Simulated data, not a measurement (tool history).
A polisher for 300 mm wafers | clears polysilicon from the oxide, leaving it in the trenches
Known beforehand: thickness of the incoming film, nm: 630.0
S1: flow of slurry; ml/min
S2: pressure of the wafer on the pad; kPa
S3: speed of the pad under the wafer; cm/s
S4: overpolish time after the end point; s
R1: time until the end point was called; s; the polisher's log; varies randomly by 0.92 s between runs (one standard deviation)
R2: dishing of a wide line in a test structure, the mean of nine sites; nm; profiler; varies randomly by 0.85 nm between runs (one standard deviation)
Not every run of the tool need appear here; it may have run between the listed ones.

Run 1, hour 0.0: S1 175 ml/min, S2 13.8 kPa, S3 96 cm/s, S4 21 s. Result: R1 78.399 s, R2 64.203 nm.
Run 2, hour 7.4: S1 175 ml/min, S2 14.5 kPa, S3 96 cm/s, S4 21 s. Result: R1 72.604 s, R2 66.155 nm.
Run 3, hour 10.5: S1 200 ml/min, S2 14.5 kPa, S3 96 cm/s, S4 21 s. Result: R1 74.196 s, R2 65.350 nm.
Run 4, hour 16.4: S1 200 ml/min, S2 11.7 kPa, S3 96 cm/s, S4 21 s. Result: R1 83.264 s, R2 62.887 nm.
Run 5, hour 23.2: S1 200 ml/min, S2 9.7 kPa, S3 96 cm/s, S4 21 s. Result: R1 99.286 s, R2 60.172 nm.
Run 6, hour 31.3: S1 200 ml/min, S2 9.7 kPa, S3 96 cm/s, S4 29 s. Result: R1 101.020 s, R2 65.487 nm.
Run 7, hour 37.3: S1 200 ml/min, S2 11.0 kPa, S3 98 cm/s, S4 28 s. Result: R1 89.817 s, R2 65.790 nm.
Run 8, hour 40.1: S1 200 ml/min, S2 11.7 kPa, S3 98 cm/s, S4 27 s. Result: R1 85.957 s, R2 66.313 nm.
Run 9, hour 46.7: S1 200 ml/min, S2 12.4 kPa, S3 98 cm/s, S4 26 s. Result: R1 78.881 s, R2 67.307 nm.

What does the tool deliver on the next run?
Run 10, hour 48.2: S1 205 ml/min, S2 13.1 kPa, S3 98 cm/s, S4 25 s. Result: R1 ?, R2 ?.

For run 10 the tool returned R1 78.004 s, R2 65.607 nm.
